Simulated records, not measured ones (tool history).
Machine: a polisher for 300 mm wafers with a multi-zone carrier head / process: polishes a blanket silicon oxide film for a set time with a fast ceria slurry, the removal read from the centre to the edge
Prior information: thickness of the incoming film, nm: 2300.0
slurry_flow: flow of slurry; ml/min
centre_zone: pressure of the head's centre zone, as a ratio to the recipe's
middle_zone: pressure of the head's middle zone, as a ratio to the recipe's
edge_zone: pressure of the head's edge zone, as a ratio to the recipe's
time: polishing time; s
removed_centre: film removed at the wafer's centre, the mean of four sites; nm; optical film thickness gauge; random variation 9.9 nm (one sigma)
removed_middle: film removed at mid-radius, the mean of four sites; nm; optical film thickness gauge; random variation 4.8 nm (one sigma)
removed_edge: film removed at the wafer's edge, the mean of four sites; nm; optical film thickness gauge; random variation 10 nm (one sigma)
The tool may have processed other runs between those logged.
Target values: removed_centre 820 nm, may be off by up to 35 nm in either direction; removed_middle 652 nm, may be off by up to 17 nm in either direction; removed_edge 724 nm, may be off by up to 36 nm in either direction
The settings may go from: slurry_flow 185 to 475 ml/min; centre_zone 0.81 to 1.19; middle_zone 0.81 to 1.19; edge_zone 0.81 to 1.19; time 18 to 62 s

| run | day | slurry_flow | centre_zone | middle_zone | edge_zone | time | removed_centre | removed_middle | removed_edge |
|---|---|---|---|---|---|---|---|---|---|
| 1 | 0 | 305 | 1 | 1 | 1 | 40 | 565.15 | 567.91 | 572.29 |
| 2 | 0.129 | 310 | 1.02 | 1 | 1.02 | 41 | 595.45 | 588.05 | 595.6 |
| 3 | 0.392 | 310 | 1.02 | 1 | 1.02 | 36 | 517.17 | 509.62 | 517.69 |
| 4 | 0.546 | 260 | 1.02 | 1 | 1.02 | 36 | 512.12 | 504.21 | 503.19 |
| 5 | 0.642 | 270 | 1.04 | 0.99 | 1.03 | 37 | 542.34 | 517.75 | 532.11 |
| 6 | 1.012 | 275 | 1.06 | 0.99 | 1.04 | 38 | 564.42 | 526.78 | 547.48 |
| 7 | 1.038 | 275 | 1.06 | 0.99 | 1.04 | 38 | 564.44 | 526.68 | 535.92 |
| 8 | 1.121 | 285 | 1.07 | 0.98 | 1.05 | 39 | 588.73 | 538.21 | 568.62 |
| 9 | 1.296 | 290 | 1.09 | 0.98 | 1.05 | 40 | 618.11 | 552.89 | 573.16 |
| 10 | 1.375 | 295 | 1.1 | 0.98 | 1.06 | 41 | 640.64 | 575.45 | 597.07 |
| 11 | 1.421 | 300 | 1.11 | 0.97 | 1.07 | 42 | 663.18 | 577.87 | 603.43 |
| 12 | 1.671 | 300 | 1.12 | 0.97 | 1.08 | 43 | 685.05 | 596.81 | 631.71 |

Which one of the following 5 next-run settings gets every result inside its allowed miss? There is exactly one.
| A | 1.921 | 295 | 1.06 | 0.94 | 1.1 | 48 | ? | ? | ? |
| B | 1.921 | 280 | 1.15 | 0.83 | 1.09 | 54 | ? | ? | ? |
| C | 1.921 | 390 | 1.04 | 0.85 | 1.07 | 48 | ? | ? | ? |
| D | 1.921 | 280 | 1.19 | 1 | 1.11 | 43 | ? | ? | ? |
| E | 1.921 | 320 | 1.19 | 0.96 | 1.15 | 47 | ? | ? | ? |

| move | removed_centre | removed_middle | removed_edge |
|---|---|---|---|
| A | 737.29 | 645.89 | 710.94 |
| B | 893.86 | 651.43 | 793.77 |
| C | 743.82 | 609.87 | 716.03 |
| D | 737.58 | 605.5 | 636.47 |
| E | 818.83 | 648.63 | 716.53 |
A: nearer than the last run, and not there yet
B: takes the biggest miss from the last run beyond its target
C: nearer than the last run, and not there yet
D: nearer than the last run, and not there yet
E: all results land within tolerance of their targets
The move that meets every target is E.
